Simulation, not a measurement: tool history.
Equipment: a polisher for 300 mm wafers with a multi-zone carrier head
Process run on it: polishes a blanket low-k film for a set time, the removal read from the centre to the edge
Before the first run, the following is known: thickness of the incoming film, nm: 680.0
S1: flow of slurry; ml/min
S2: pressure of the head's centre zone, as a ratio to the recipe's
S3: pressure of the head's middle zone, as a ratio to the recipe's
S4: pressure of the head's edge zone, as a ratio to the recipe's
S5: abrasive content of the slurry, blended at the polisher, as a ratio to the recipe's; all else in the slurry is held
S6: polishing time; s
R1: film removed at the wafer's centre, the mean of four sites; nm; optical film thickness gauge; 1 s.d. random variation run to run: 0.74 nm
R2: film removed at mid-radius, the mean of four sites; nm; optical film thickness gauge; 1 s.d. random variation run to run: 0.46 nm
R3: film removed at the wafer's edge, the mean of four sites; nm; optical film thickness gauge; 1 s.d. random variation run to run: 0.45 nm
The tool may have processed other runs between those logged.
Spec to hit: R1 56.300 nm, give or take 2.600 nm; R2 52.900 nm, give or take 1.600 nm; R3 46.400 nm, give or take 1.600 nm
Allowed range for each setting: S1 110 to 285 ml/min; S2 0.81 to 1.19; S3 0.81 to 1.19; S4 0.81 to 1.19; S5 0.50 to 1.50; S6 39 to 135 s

run  hour   S1    S2    S3    S4    S5   S6      R1      R2      R3
  1   0.0  180  1.00  1.00  1.00  1.00   87  30.429  31.232  32.032
  2   1.2  180  1.00  1.00  1.08  1.00   87  30.900  31.088  33.644
  3   9.4  180  1.00  1.00  1.08  0.90   87  29.695  29.584  31.875
  4  11.9  195  1.03  1.01  1.05  1.00   89  32.580  32.915  33.762
  5  18.4  195  1.03  1.09  1.05  1.00   89  32.867  34.937  33.775
  6  24.4  205  1.06  1.08  1.03  1.10   91  36.548  37.298  36.230
  7  31.7  215  1.08  1.09  1.02  1.15   92  37.055  38.981  36.695
  8  39.4  200  1.10  1.08  0.99  1.20   96  40.560  39.973  38.620
  9  43.4  200  1.11  1.09  0.97  1.25   98  42.965  41.816  39.663
 10  45.7  200  1.12  1.10  0.96  1.30   99  43.583  43.665  40.328
 11  54.1  205  1.13  1.10  0.94  1.35  100  45.423  43.853  40.636
 12  57.0  210  1.14  1.11  0.94  1.35  101  46.781  45.700  41.961
 13  64.7  210  1.14  1.11  0.94  1.35  101  45.808  45.421  41.034
     72.0  -- slurry nozzle cleaned
 14  72.0  210  1.15  1.11  0.93  1.35  103  51.373  49.948  44.047
 15  73.3  210  1.15  1.11  0.93  1.35  103  51.873  50.817  43.430
 16  79.9  215  1.15  1.10  0.93  1.35  103  51.654  50.039  45.349

Next run, 4 choices. One meets every target within its allowed miss, the rest don't. Which?
  A  86.5  225  1.19  1.11  0.95  1.30  117   ?   ?   ?
  B  86.5  170  1.11  1.14  0.91  1.45  109   ?   ?   ?
  C  86.5  195  1.18  1.11  0.91  1.40  108   ?   ?   ?
  D  86.5  225  1.16  1.06  0.81  1.25  127   ?   ?   ?

move      R1      R2      R3
   A  60.887  56.842  50.863
   B  52.539  53.822  46.678
   C  55.903  52.730  46.531
   D  63.606  58.498  50.826
A: moves the result that the last run missed by most past its target, out the other side
B: brings the result that was furthest off to its target, and leaves another outside
C: all results land within tolerance of their targets
D: moves the result that the last run missed by most past its target, out the other side
The move that meets every target is C.
